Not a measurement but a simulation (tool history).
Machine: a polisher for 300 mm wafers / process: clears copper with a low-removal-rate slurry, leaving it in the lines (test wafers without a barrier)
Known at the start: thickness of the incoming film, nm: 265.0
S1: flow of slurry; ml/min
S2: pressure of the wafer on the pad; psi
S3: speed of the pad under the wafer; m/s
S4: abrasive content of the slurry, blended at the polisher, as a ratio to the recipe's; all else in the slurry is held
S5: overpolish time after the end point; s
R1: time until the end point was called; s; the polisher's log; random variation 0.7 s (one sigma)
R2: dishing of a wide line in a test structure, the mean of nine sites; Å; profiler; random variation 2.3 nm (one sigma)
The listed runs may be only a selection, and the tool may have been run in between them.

{"run": 1, "hour": 0.0, "S1": 295, "S2": 3.7, "S3": 0.92, "S4": 1.0, "S5": 28, "R1": 72.248, "R2": 656.1}
{"run": 2, "hour": 7.4, "S1": 340, "S2": 3.7, "S3": 0.92, "S4": 1.0, "S5": 28, "R1": 71.363, "R2": 641.97}
{"run": 3, "hour": 14.2, "S1": 340, "S2": 3.7, "S3": 0.92, "S4": 1.0, "S5": 35, "R1": 71.232, "R2": 777.98}
{"run": 4, "hour": 22.7, "S1": 340, "S2": 3.9, "S3": 0.92, "S4": 1.0, "S5": 34, "R1": 67.144, "R2": 781.72}
{"run": 5, "hour": 29.5, "S1": 340, "S2": 3.9, "S3": 0.92, "S4": 1.0, "S5": 30, "R1": 67.823, "R2": 718.24}
{"run": 6, "hour": 32.8, "S1": 340, "S2": 3.9, "S3": 1.1, "S4": 1.0, "S5": 30, "R1": 55.629, "R2": 807.09}
{"run": 7, "hour": 36.4, "S1": 340, "S2": 4.0, "S3": 1.1, "S4": 1.0, "S5": 30, "R1": 55.16, "R2": 827.98}
{"run": 8, "hour": 43.8, "S1": 340, "S2": 4.1, "S3": 1.1, "S4": 1.0, "S5": 30, "R1": 54.299, "R2": 860.08}

What will run 9 give?
{"run": 9, "hour": 45.5, "S1": 340, "S2": 4.2, "S3": 1.1, "S4": 1.0, "S5": 30, "R1": "?", "R2": "?"}

{"run 9": {"R1": 53.601, "R2": 864.83}}

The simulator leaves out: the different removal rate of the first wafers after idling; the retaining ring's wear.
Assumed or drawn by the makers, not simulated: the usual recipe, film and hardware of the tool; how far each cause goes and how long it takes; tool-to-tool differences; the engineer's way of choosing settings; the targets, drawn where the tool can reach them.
